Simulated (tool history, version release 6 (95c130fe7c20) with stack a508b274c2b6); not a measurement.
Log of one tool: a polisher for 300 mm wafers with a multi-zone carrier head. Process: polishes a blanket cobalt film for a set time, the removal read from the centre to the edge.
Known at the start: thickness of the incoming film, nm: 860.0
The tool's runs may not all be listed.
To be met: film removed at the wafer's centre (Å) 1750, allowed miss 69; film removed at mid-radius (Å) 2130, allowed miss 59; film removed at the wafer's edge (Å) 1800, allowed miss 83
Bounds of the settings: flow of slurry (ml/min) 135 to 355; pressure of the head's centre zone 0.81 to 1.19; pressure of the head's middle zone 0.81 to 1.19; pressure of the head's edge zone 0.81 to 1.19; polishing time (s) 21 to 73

run	hour	flow of slurry (ml/min)	pressure of the head's centre zone	pressure of the head's middle zone	pressure of the head's edge zone	polishing time (s)	film removed at the wafer's centre (Å)	film removed at mid-radius (Å)	film removed at the wafer's edge (Å)
1	0	225	1	1	1	47	3287.9	3347.9	3409.8
2	6.4	225	1.05	1	1	47	3545.1	3371.9	3395.6
3	7.7	225	1.04	1.01	0.98	44	3282	3160.1	3097
4	14.1	225	1.02	1.02	0.96	42	3024.8	3042.2	2993.7
5	22.6	225	1.01	1.04	0.94	39	2776.1	2899.6	2739
6	24.3	225	1	1.05	0.93	37	2631.9	2748	2592.3
7	28.7	225	0.99	1.06	0.92	35	2448.1	2636.1	2412.4
8	36.7	225	0.98	1.06	0.91	34	2357.6	2537	2367.8
9	40.6	225	0.97	1.07	0.9	33	2298.1	2468	2274.5
10	44.1	225	0.96	1.08	0.89	32	2146.2	2397.4	2151.8
11	52.5	225	0.95	1.08	0.88	32	2166.3	2424.1	2111.6
12	59.5	220	0.93	1.07	0.88	32	2103.1	2403.4	2082.7
13	63.8	215	0.92	1.06	0.88	32	2072.9	2360.1	2124.3
14	71.3	215	0.91	1.06	0.87	32	2056.1	2404.1	2106.9
15	74.7	215	0.91	1.06	0.86	31	1965.6	2312.4	2054.8
16	82.2	215	0.9	1.08	0.84	29	1861.8	2194.6	1959.8

5 next moves are on the table. One of them brings every result within its allowed miss. Which?
A	89.7	155	1.02	1.03	0.81	30	?	?	?
B	89.7	160	0.91	1.14	0.84	28	?	?	?
C	89.7	245	0.81	0.9	0.81	34	?	?	?
D	89.7	320	0.99	1.16	0.87	28	?	?	?
E	89.7	255	0.85	1.06	0.81	30	?	?	?

move	film removed at the wafer's centre (Å)	film removed at mid-radius (Å)	film removed at the wafer's edge (Å)
A	2148.1	2110.7	1925
B	1793.2	2119.5	1827
C	2007.5	2270.3	2244.9
D	2071.9	2262.6	1931.8
E	1867.6	2240.9	1981.9
A: further off than the last run
B: meets every target
C: further off than the last run
D: further off than the last run
E: further off than the last run
Answer: B
